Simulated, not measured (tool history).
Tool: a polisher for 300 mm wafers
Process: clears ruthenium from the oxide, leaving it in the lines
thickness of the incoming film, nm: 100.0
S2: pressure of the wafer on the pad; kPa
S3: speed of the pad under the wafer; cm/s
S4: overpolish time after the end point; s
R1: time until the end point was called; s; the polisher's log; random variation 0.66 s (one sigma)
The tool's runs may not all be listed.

run 1 day=0.000 | flow_of_slurry_(ml/min)=175 S2=10.3 S3=128 S4=11 | R1=84.188
run 2 day=0.325 | flow_of_slurry_(ml/min)=135 S2=10.3 S3=128 S4=11 | R1=87.892
run 3 day=0.683 | flow_of_slurry_(ml/min)=135 S2=10.3 S3=128 S4=11 | R1=90.598
run 4 day=0.812 | flow_of_slurry_(ml/min)=155 S2=11.0 S3=128 S4=11 | R1=81.448
run 5 day=1.117 | flow_of_slurry_(ml/min)=170 S2=11.0 S3=128 S4=11 | R1=80.405
run 6 day=1.417 | flow_of_slurry_(ml/min)=170 S2=11.0 S3=140 S4=11 | R1=74.854
run 7 day=1.775 | flow_of_slurry_(ml/min)=175 S2=11.0 S3=140 S4=11 | R1=72.293

The next listed run, before its measurement:
run 8 day=2.033 | flow_of_slurry_(ml/min)=180 S2=11.0 S3=140 S4=11 | R1=?

{"run 8": {"R1": 73.102}}
